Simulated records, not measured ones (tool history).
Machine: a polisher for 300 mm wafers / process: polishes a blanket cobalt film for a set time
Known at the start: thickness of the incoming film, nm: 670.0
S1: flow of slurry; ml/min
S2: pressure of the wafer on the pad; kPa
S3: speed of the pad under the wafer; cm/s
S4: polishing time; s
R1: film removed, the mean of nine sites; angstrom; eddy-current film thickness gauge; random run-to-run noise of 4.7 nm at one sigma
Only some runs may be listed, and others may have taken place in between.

{"run": 1, "hour": 0.0, "S1": 175, "S2": 11.0, "S3": 80, "S4": 71, "R1": 2511.2}
{"run": 2, "hour": 4.3, "S1": 175, "S2": 11.0, "S3": 72, "S4": 71, "R1": 2257.4}
{"run": 3, "hour": 8.4, "S1": 175, "S2": 11.7, "S3": 72, "S4": 71, "R1": 2434.1}
{"run": 4, "hour": 13.0, "S1": 175, "S2": 11.7, "S3": 56, "S4": 71, "R1": 1937.1}
{"run": 5, "hour": 13.8, "S1": 175, "S2": 12.4, "S3": 56, "S4": 71, "R1": 2042.0}
{"run": 6, "hour": 20.9, "S1": 175, "S2": 12.4, "S3": 56, "S4": 71, "R1": 2051.2}
{"run": 7, "hour": 23.7, "S1": 175, "S2": 13.1, "S3": 58, "S4": 71, "R1": 2220.6}
{"run": 8, "hour": 26.8, "S1": 175, "S2": 13.8, "S3": 60, "S4": 71, "R1": 2426.5}
{"run": 9, "hour": 28.4, "S1": 175, "S2": 14.5, "S3": 60, "S4": 71, "R1": 2469.6}
{"run": 10, "hour": 34.3, "S1": 175, "S2": 15.2, "S3": 62, "S4": 71, "R1": 2781.6}
{"run": 11, "hour": 43.0, "S1": 175, "S2": 15.9, "S3": 62, "S4": 71, "R1": 2858.7}

Run 12, settings as shown, results not yet in. Your forecast:
{"run": 12, "hour": 49.7, "S1": 175, "S2": 15.9, "S3": 64, "S4": 71, "R1": "?"}

R1: 2928.3 angstrom
